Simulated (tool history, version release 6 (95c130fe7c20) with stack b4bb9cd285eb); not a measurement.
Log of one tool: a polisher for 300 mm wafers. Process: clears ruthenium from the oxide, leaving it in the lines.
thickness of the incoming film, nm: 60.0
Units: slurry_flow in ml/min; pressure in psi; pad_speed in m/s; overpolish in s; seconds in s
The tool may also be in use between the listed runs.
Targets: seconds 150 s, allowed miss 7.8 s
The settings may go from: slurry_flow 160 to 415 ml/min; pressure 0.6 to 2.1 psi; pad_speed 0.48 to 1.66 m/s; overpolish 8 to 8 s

run  hour  slurry_flow  pressure  pad_speed  overpolish  seconds
  1     0          265       1.3       1.06           8   78.428
  2   7.8          265       1.5       1.06           8   67.046
  3  13.3          265       1.5       1.06           8   69.174
  4  14.8          265       1.5        0.9           8   79.265
  5  19.7          265       1.2       0.88           8   101.59
  6  24.7          265       1.2       0.88           8   102.22
  7  27.8          265         1       0.88           8   118.67
  8  30.5          265       0.9       0.88           8      132

Which of these 5 next moves meets every target?
  A  33.2          315       0.8       0.84           8        ?
  B  33.2          390       0.8       0.76           8        ?
  C  33.2          265       0.9        0.7           8        ?
  D  33.2          295       0.8       0.76           8        ?
  E  33.2          270       0.7       0.86           8        ?

move  seconds
   A   152.38
   B   165.12
   C   164.65
   D   168.68
   E   171.36
A: meets every target
B: takes the result that was furthest off past its target
C: takes the result that was furthest off past its target
D: takes the result that was furthest off past its target
E: takes the result that was furthest off past its target
Answer: A
